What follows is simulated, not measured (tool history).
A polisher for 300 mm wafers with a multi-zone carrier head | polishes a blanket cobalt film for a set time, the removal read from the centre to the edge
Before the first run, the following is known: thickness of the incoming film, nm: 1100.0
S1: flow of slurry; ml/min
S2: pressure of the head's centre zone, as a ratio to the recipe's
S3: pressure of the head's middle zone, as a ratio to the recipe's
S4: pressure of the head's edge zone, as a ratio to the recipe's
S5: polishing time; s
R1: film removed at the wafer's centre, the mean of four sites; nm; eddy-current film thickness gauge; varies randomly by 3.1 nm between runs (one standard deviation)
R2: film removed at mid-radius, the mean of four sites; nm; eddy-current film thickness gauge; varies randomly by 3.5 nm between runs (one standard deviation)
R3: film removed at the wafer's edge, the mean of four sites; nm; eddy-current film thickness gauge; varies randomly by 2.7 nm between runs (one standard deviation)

run	hour	S1	S2	S3	S4	S5	R1	R2	R3
1	0	275	1	1	1	55	467.93	455.9	461.97
2	4.1	265	0.96	0.98	1	51	417.3	417.87	428.06
3	5.7	255	0.93	0.96	1.01	48	383.6	378.66	397.27
4	13.2	255	0.93	0.92	1.01	48	387.79	366.68	400.66
5	14.9	245	0.91	0.93	1.04	46	361.21	351.2	389.56
6	20.7	245	0.91	0.93	1.08	46	355.7	353.26	395.03

Forecast run 7:
7	24.7	215	0.81	0.92	1.07	35	?	?	?

Run 7 yielded R1 240.56 nm, R2 262.98 nm, R3 295.41 nm.

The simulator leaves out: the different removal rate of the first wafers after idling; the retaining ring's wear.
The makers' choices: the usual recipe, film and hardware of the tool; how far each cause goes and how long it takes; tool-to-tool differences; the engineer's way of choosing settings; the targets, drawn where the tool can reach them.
